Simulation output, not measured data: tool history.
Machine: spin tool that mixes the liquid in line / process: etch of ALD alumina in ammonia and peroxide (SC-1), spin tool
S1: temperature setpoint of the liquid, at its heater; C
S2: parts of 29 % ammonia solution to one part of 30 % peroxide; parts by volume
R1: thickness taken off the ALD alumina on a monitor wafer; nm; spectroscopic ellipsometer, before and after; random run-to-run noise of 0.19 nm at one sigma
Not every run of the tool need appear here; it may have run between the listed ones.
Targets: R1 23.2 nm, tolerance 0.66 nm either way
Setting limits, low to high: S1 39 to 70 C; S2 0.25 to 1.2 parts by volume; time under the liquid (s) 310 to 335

Run 1, hour 0: S1 55 C, S2 0.95 parts by volume, time under the liquid (s) 310. Result: R1 17.099 nm.
Run 2, hour 1.8: S1 55 C, S2 0.95 parts by volume, time under the liquid (s) 335. Result: R1 18.211 nm.
Run 3, hour 10.4: S1 56 C, S2 0.95 parts by volume, time under the liquid (s) 335. Result: R1 19.333 nm.
Run 4, hour 15.9: S1 56 C, S2 0.85 parts by volume, time under the liquid (s) 335. Result: R1 19.226 nm.
Run 5, hour 21.1: S1 57 C, S2 0.85 parts by volume, time under the liquid (s) 335. Result: R1 20.078 nm.
Run 6, hour 26.2: S1 57.5 C, S2 0.85 parts by volume, time under the liquid (s) 335. Result: R1 20.662 nm.
Run 7, hour 33.9: S1 58 C, S2 0.85 parts by volume, time under the liquid (s) 335. Result: R1 21.289 nm.
Run 8, hour 35.6: S1 58.5 C, S2 0.85 parts by volume, time under the liquid (s) 335. Result: R1 22.202 nm.

Consider the 5 candidate settings below. Which is the only one whose results all fall within their allowed miss of target?
Run A, hour 37.3: S1 60 C, S2 0.95 parts by volume, time under the liquid (s) 310. Result: R1 ?.
Run B, hour 37.3: S1 60 C, S2 0.75 parts by volume, time under the liquid (s) 335. Result: R1 ?.
Run C, hour 37.3: S1 61.5 C, S2 1.2 parts by volume, time under the liquid (s) 310. Result: R1 ?.
Run D, hour 37.3: S1 61.5 C, S2 0.75 parts by volume, time under the liquid (s) 335. Result: R1 ?.
Run E, hour 37.3: S1 58.5 C, S2 0.85 parts by volume, time under the liquid (s) 325. Result: R1 ?.

move      R1
   A  22.222
   B  23.485
   C  24.526
   D  25.353
   E  21.338
A: just as far off the targets as the last run
B: every result within its allowed miss
C: moves the result that the last run missed by most past its target, out the other side
D: moves the result that the last run missed by most past its target, out the other side
E: its largest miss is bigger than the last run's
B meets every target.

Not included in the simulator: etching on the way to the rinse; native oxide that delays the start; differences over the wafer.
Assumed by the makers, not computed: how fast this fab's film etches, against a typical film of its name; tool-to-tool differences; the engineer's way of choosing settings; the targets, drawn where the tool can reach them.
